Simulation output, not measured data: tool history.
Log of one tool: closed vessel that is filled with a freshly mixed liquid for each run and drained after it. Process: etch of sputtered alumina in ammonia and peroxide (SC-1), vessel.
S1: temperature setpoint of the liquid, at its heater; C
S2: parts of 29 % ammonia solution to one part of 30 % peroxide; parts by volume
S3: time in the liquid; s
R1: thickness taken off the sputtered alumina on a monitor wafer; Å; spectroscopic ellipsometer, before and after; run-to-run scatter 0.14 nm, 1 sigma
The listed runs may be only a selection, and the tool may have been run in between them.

run  hour    S1    S2  S3       R1
  1   0.0  53.0  0.80  95   77.056
  2   6.1  53.0  0.80  95   76.038
  3  15.4  53.0  1.05  95   78.997
  4  18.0  60.0  1.05  95  113.940
  5  20.1  61.0  1.05  95  122.280
  6  23.5  63.5  1.05  95  138.780
  7  31.4  64.0  1.05  95  143.130

Estimate the outcome of run 8 from the log above:
  8  38.2  64.5  1.05  95   ?

Logged for run 8: R1 145.690 Å.
